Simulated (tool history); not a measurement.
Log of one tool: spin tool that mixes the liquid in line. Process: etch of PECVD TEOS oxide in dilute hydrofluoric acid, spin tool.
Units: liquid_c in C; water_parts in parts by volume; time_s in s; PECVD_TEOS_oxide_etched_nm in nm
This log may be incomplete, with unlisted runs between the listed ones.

run,hour,liquid_c,water_parts,time_s,PECVD_TEOS_oxide_etched_nm
1,0.0,25.0,255,275,21.393
2,7.2,25.0,255,275,21.555
3,14.5,25.0,255,275,21.436
4,21.9,25.0,185,275,31.847
5,30.1,25.0,185,275,32.258
6,36.7,27.0,185,275,34.149
7,38.8,27.5,185,275,34.948

For run 8, what comes out?
8,41.2,28.0,185,275,?

PECVD_TEOS_oxide_etched_nm: 35.962 nm
